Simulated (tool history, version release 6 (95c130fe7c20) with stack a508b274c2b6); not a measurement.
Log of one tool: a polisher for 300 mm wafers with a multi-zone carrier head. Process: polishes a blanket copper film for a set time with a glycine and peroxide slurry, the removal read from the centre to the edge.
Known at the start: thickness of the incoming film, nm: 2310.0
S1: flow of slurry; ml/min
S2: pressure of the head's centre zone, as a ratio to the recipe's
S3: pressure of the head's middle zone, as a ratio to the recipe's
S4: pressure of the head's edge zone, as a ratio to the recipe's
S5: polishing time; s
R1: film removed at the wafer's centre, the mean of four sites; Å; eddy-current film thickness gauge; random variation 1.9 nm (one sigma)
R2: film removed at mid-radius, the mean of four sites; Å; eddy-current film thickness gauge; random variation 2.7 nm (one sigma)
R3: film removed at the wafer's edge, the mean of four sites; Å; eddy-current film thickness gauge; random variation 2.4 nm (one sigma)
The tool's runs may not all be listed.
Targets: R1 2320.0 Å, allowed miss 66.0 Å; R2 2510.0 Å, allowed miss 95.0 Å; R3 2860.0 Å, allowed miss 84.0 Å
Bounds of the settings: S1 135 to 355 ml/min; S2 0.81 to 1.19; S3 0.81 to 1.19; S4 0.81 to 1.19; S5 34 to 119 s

run	hour	S1	S2	S3	S4	S5	R1	R2	R3
1	0.0	225	1.00	1.00	1.00	76	5540.7	4973.1	5075.3
2	6.2	250	1.00	1.00	1.00	76	5528.3	4950.4	5212.2
3	14.1	230	0.97	0.98	1.02	68	4771.1	4331.6	4689.5
4	15.9	230	0.97	0.98	1.02	54	3759.7	3382.9	3656.5
5	22.7	230	0.94	0.98	1.03	50	3423.4	3199.2	3470.6
6	30.9	225	0.92	0.98	1.04	47	3124.2	2991.6	3244.9
7	36.5	215	0.90	0.98	1.06	46	2978.4	2898.1	3199.0
# hour 41.5: centre zone pressure recalibrated
8	41.5	205	0.88	0.98	1.07	45	2491.7	2805.1	3114.7
9	49.3	170	0.89	0.92	1.02	40	2204.3	2378.8	2655.5
10	57.6	175	0.89	0.93	1.03	40	2184.7	2392.0	2714.7
11	63.3	180	0.89	0.93	1.04	40	2244.7	2412.4	2654.5
12	64.3	185	0.89	0.93	1.06	40	2239.0	2431.6	2700.0
13	70.9	185	0.89	0.93	1.06	40	2205.1	2429.0	2734.5
14	71.5	190	0.89	0.93	1.06	40	2218.0	2436.4	2727.5
15	77.5	195	0.89	0.93	1.06	40	2257.3	2482.5	2733.3
16	78.7	190	0.90	0.94	1.07	40	2276.8	2441.9	2750.1
17	84.0	190	0.90	0.94	1.08	40	2269.8	2451.3	2768.5

4 next moves are on the table. One of them brings every result within its allowed miss. Which?
A	89.3	255	0.94	1.01	1.07	37	?	?	?
B	89.3	270	0.90	0.94	1.13	39	?	?	?
C	89.3	225	0.94	0.95	1.00	38	?	?	?
D	89.3	195	0.96	0.97	1.04	39	?	?	?

move	R1	R2	R3
A	2278.8	2404.6	2609.8
B	2313.3	2454.2	2842.1
C	2303.9	2357.6	2567.3
D	2368.3	2403.3	2650.5
A: further off than the last run
B: meets every target
C: further off than the last run
D: further off than the last run
The right move is B.
